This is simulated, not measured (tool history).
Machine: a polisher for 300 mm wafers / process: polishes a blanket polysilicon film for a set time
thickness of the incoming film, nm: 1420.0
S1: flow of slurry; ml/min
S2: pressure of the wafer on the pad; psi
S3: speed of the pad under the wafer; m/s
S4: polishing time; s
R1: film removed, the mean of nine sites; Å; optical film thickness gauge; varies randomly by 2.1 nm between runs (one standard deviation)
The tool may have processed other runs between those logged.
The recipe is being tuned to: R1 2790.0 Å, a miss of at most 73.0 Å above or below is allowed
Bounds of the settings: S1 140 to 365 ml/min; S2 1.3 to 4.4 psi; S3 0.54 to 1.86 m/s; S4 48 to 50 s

| run | day | S1 | S2 | S3 | S4 | R1 |
|---|---|---|---|---|---|---|
| 1 | 0.000 | 235 | 2.8 | 1.18 | 48 | 4129.3 |
| 2 | 0.262 | 235 | 3.4 | 1.18 | 48 | 4904.4 |
| 3 | 0.571 | 235 | 3.4 | 1.18 | 48 | 4810.2 |
| 4 | 0.821 | 230 | 2.9 | 1.18 | 48 | 4220.4 |
| 5 | 0.875 | 230 | 3.6 | 1.18 | 48 | 5080.0 |
|  | 1.104 | slurry nozzle cleaned |
| 6 | 1.104 | 220 | 3.0 | 1.18 | 48 | 4491.6 |
| 7 | 1.467 | 250 | 2.7 | 1.18 | 48 | 4183.8 |
| 8 | 1.517 | 185 | 1.9 | 1.16 | 48 | 3069.1 |
| 9 | 1.767 | 180 | 1.8 | 1.16 | 48 | 2935.6 |
| 10 | 1.983 | 180 | 1.8 | 1.16 | 48 | 2922.8 |
| 11 | 2.008 | 175 | 1.8 | 1.16 | 48 | 2930.1 |
| 12 | 2.221 | 170 | 1.6 | 1.16 | 48 | 2689.9 |

Which single option among these 5 for the next run brings every result within its allowed miss of target? Just one does.
| A | 2.433 | 160 | 1.4 | 1.24 | 48 | ? |
| B | 2.433 | 170 | 1.9 | 0.96 | 48 | ? |
| C | 2.433 | 215 | 1.8 | 1.04 | 50 | ? |
| D | 2.433 | 180 | 1.6 | 1.14 | 48 | ? |
| E | 2.433 | 175 | 1.7 | 1.02 | 50 | ? |

| move | R1 |
|---|---|
| A | 2568.4 |
| B | 2507.7 |
| C | 2817.0 |
| D | 2647.4 |
| E | 2570.9 |
A: misses by more than the last run did
B: misses by more than the last run did
C: all results in spec
D: misses by more than the last run did
E: misses by more than the last run did
Go with C: it meets all targets.
